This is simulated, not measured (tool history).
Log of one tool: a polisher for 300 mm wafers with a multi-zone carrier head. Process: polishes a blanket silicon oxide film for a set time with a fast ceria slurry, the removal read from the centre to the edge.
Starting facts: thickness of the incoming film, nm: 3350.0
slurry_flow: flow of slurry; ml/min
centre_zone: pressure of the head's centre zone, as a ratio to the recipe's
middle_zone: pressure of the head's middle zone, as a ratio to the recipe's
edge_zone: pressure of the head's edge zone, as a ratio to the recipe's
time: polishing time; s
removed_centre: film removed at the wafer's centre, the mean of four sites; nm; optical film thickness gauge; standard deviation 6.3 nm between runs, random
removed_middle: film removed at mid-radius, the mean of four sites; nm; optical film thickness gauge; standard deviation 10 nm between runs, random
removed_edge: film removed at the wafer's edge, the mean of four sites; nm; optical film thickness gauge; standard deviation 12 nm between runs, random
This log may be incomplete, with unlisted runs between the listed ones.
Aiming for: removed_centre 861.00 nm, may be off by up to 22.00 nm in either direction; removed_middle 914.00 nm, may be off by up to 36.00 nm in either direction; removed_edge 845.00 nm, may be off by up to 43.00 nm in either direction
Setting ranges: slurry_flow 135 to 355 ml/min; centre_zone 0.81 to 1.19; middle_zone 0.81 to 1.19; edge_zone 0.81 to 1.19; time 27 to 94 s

run	day	slurry_flow	centre_zone	middle_zone	edge_zone	time	removed_centre	removed_middle	removed_edge
1	0.000	225	1.00	1.00	1.00	60	644.09	659.34	627.26
2	0.271	225	1.00	1.00	0.96	60	649.98	659.63	608.51
3	0.396	225	1.00	1.04	0.96	60	646.31	684.82	625.36
4	0.450	225	1.00	1.04	1.04	60	654.41	674.95	646.93
5	0.783	225	1.00	1.04	1.04	51	549.12	580.46	540.38
6	0.804	225	1.00	0.98	1.04	51	555.95	545.49	544.93
7	1.104	235	1.01	1.02	1.06	55	613.56	623.63	591.47
8	1.417	235	1.01	1.02	1.06	55	599.59	607.10	586.60
9	1.692	230	1.02	1.04	1.07	59	647.40	659.02	658.69
10	1.962	295	1.12	1.14	1.03	70	887.00	868.36	769.36
11	2.267	290	1.11	1.14	1.05	71	892.92	891.22	782.94

Exercise: of the 5 proposed moves below, exactly one satisfies all targets within the stated allowed misses. Which move is it?
A	2.571	335	1.00	1.08	1.05	76	?	?	?
B	2.571	315	1.13	1.15	1.02	69	?	?	?
C	2.571	305	1.07	1.08	1.11	75	?	?	?
D	2.571	285	1.14	1.19	0.93	74	?	?	?
E	2.571	355	1.18	1.15	1.00	69	?	?	?

move	removed_centre	removed_middle	removed_edge
A	862.27	907.31	834.18
B	880.88	864.40	743.06
C	903.10	888.00	841.43
D	944.21	946.60	757.11
E	929.99	872.57	741.41
A: all results in spec
B: gets the furthest-off result to its target, but another result is out of tolerance
C: moves away from the targets compared with the last run
D: moves away from the targets compared with the last run
E: moves away from the targets compared with the last run
Correct choice: A, which meets every target
